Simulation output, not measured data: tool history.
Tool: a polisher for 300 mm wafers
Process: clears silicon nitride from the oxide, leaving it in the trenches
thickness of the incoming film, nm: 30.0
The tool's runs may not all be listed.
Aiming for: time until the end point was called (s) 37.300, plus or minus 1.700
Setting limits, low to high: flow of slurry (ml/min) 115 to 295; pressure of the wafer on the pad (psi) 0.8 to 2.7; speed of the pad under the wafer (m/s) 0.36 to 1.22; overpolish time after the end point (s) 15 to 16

run,day,flow of slurry (ml/min),pressure of the wafer on the pad (psi),speed of the pad under the wafer (m/s),overpolish time after the end point (s),time until the end point was called (s)
1,0.000,190,1.7,0.78,15,57.259
2,0.150,235,1.7,0.78,15,55.876
3,0.238,235,1.9,0.78,15,51.243
4,0.429,235,1.6,0.78,15,56.949
5,0.712,235,1.6,0.66,15,64.472
6,1.079,235,1.6,0.66,16,65.790
7,1.333,235,1.9,0.70,16,53.415
8,1.675,235,2.4,0.72,16,42.414
9,2.046,235,2.5,0.72,16,41.760
10,2.088,235,2.6,0.72,16,39.985

Which single option among these 5 for the next run brings every result within its allowed miss of target? Just one does.
A,2.129,230,2.6,0.66,16,?
B,2.129,225,2.3,0.74,16,?
C,2.129,235,2.5,0.82,15,?
D,2.129,195,2.6,0.74,16,?
E,2.129,245,2.4,0.74,15,?

move,time until the end point was called (s)
A,42.919
B,44.541
C,38.183
D,40.872
E,42.305
A: further off than the last run
B: further off than the last run
C: all results in spec
D: further off than the last run
E: further off than the last run
C is the move that brings every result within its allowed miss.
